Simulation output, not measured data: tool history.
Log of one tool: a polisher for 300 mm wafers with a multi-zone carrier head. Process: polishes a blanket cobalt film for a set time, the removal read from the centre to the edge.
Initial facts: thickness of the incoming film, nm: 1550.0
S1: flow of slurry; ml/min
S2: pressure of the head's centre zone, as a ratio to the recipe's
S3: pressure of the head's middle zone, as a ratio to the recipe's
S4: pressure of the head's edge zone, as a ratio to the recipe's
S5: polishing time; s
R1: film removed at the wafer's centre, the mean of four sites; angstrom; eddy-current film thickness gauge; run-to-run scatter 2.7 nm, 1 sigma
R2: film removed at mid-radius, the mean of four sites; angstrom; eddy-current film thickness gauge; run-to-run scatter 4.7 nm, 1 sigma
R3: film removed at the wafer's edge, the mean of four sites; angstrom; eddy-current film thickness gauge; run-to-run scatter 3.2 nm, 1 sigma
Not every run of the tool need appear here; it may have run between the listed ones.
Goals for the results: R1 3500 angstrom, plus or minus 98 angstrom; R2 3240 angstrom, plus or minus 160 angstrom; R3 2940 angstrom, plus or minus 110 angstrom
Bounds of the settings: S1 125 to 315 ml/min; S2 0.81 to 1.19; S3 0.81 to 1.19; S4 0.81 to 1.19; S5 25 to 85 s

| run | hour | S1 | S2 | S3 | S4 | S5 | R1 | R2 | R3 |
|---|---|---|---|---|---|---|---|---|---|
| 1 | 0 | 205 | 1 | 1 | 1 | 55 | 4433.2 | 4417.5 | 4197.3 |
| 2 | 0.7 | 205 | 1.01 | 0.99 | 0.95 | 50 | 4077.9 | 3960.9 | 3783.2 |
| 3 | 5.2 | 205 | 1.01 | 1.04 | 0.95 | 50 | 4057.3 | 4157.8 | 3689.8 |
| 4 | 13 | 200 | 1.03 | 1.03 | 0.92 | 46 | 3775.4 | 3789.5 | 3317.3 |
| 5 | 14.9 | 200 | 0.97 | 1.03 | 0.92 | 46 | 3597.9 | 3785.4 | 3377.3 |
| 6 | 20.6 | 200 | 0.97 | 1.03 | 0.92 | 55 | 4349.2 | 4452.6 | 4025.5 |
| 7 | 24.4 | 190 | 0.99 | 1.01 | 0.88 | 51 | 4020.5 | 4057.4 | 3696.1 |
| 8 | 27.5 | 195 | 1.02 | 1 | 0.87 | 47 | 3773.6 | 3705.9 | 3384.3 |
| 9 | 28.2 | 190 | 1.04 | 0.99 | 0.85 | 45 | 3677.6 | 3562.2 | 3145.5 |

Of the 5 settings listed for the next run, only one would bring every result within its allowed miss of target. Which one?
| A | 28.9 | 160 | 1.11 | 0.86 | 0.86 | 42 | ? | ? | ? |
| B | 28.9 | 185 | 1.06 | 0.89 | 0.88 | 45 | ? | ? | ? |
| C | 28.9 | 210 | 1.19 | 0.95 | 0.81 | 42 | ? | ? | ? |
| D | 28.9 | 245 | 1.03 | 0.94 | 0.81 | 42 | ? | ? | ? |
| E | 28.9 | 195 | 0.96 | 0.81 | 0.96 | 42 | ? | ? | ? |

| move | R1 | R2 | R3 |
|---|---|---|---|
| A | 3493.8 | 2837.3 | 2923.3 |
| B | 3708.7 | 3183.2 | 3204.7 |
| C | 3790.7 | 3181.1 | 2911.1 |
| D | 3518.5 | 3205.8 | 2946.7 |
| E | 3276.1 | 2767.1 | 3131.4 |
A: moves the result that the last run missed by most past its target, out the other side
B: corrects the largest miss of the last run, while another result sits out of spec
C: corrects the largest miss of the last run, while another result sits out of spec
D: meets every target
E: moves the result that the last run missed by most past its target, out the other side
Answer: D

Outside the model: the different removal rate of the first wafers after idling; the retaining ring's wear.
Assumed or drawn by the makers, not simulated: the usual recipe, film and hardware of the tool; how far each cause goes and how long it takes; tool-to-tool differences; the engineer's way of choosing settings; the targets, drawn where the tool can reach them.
